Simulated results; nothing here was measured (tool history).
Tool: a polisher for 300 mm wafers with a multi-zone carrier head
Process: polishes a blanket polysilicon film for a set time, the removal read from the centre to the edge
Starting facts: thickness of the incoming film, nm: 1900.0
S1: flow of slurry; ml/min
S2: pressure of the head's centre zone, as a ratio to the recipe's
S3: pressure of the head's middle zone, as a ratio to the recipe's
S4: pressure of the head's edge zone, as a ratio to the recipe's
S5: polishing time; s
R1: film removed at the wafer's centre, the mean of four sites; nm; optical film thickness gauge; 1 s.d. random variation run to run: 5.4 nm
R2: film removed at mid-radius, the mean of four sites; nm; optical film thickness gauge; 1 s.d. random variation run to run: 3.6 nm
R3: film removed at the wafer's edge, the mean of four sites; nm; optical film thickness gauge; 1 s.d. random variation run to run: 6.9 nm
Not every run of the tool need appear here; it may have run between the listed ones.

run 1 hour=0 | S1=225 S2=1 S3=1 S4=1 S5=89 | R1=712.82 R2=655.64 R3=672.29
run 2 hour=7.4 | S1=225 S2=1 S3=1 S4=1 S5=73 | R1=590.48 R2=534.78 R3=532.71
run 3 hour=10.8 | S1=225 S2=1.08 S3=1 S4=1 S5=73 | R1=643.07 R2=541.07 R3=543.24
run 4 hour=13.1 | S1=225 S2=1.08 S3=0.92 S4=1 S5=73 | R1=647.14 R2=505.34 R3=546.68
run 5 hour=18.9 | S1=225 S2=1.08 S3=1 S4=1 S5=73 | R1=656.16 R2=542.08 R3=536.76
-- hour=25.5 centre zone pressure recalibrated
run 6 hour=25.5 | S1=225 S2=1.08 S3=0.92 S4=1 S5=73 | R1=596.7 R2=499.57 R3=528.6
run 7 hour=31.7 | S1=235 S2=1.05 S3=0.93 S4=1.04 S5=74 | R1=591.93 R2=514.33 R3=557.37

Expected results for the next run?
run 8 hour=38 | S1=245 S2=1.05 S3=0.93 S4=1.06 S5=75 | R1=? R2=? R3=?

R1: 613.02 nm
R2: 523.31 nm
R3: 580.56 nm
